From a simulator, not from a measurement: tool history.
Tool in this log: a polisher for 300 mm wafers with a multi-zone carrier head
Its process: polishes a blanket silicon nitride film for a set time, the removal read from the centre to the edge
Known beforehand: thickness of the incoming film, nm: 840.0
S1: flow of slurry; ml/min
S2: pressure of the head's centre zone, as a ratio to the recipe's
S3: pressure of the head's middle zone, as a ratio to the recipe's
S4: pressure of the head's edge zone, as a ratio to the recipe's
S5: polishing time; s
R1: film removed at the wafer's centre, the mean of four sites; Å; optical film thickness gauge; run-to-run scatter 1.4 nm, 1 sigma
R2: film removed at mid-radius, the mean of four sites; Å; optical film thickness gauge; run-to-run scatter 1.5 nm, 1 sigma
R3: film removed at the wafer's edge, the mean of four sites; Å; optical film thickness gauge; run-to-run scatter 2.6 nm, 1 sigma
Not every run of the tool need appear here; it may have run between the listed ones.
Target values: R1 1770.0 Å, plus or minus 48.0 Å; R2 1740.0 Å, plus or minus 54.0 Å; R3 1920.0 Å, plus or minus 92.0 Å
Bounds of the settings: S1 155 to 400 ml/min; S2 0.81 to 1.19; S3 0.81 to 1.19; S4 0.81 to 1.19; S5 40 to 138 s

run,hour,S1,S2,S3,S4,S5,R1,R2,R3
1,0.0,255,1.00,1.00,1.00,88,1323.9,1351.8,1347.7
2,1.2,255,1.01,1.00,1.05,95,1440.2,1466.5,1464.9
3,7.7,255,1.08,1.00,1.05,95,1563.1,1461.6,1442.7
4,15.6,255,1.08,1.00,0.97,95,1541.8,1463.2,1468.5
5,23.6,255,1.15,1.00,0.97,95,1675.6,1458.4,1417.1
6,29.4,255,1.10,0.97,0.97,102,1699.0,1544.4,1539.3
7,37.9,255,1.06,0.93,0.99,108,1714.7,1557.3,1614.5
8,46.4,255,1.02,0.92,1.01,113,1732.8,1638.7,1727.2
9,46.9,255,1.00,0.91,1.03,116,1746.4,1665.4,1815.9
10,47.6,260,0.99,0.91,1.05,117,1762.6,1660.3,1844.8

Next run, 5 choices. One meets every target within its allowed miss, the rest don't. Which?
A,48.3,275,0.99,0.93,1.08,112,?,?,?
B,48.3,230,1.00,0.95,1.13,120,?,?,?
C,48.3,245,1.01,0.85,1.15,117,?,?,?
D,48.3,295,0.98,0.84,1.10,116,?,?,?
E,48.3,260,1.08,0.96,1.08,108,?,?,?

move,R1,R2,R3
A,1686.6,1638.8,1784.3
B,1780.5,1747.4,1922.8
C,1769.0,1566.7,1906.3
D,1742.7,1572.3,1878.3
E,1762.8,1611.5,1711.4
A: further off than the last run
B: every result within its allowed miss
C: further off than the last run
D: further off than the last run
E: further off than the last run
The right move is B.
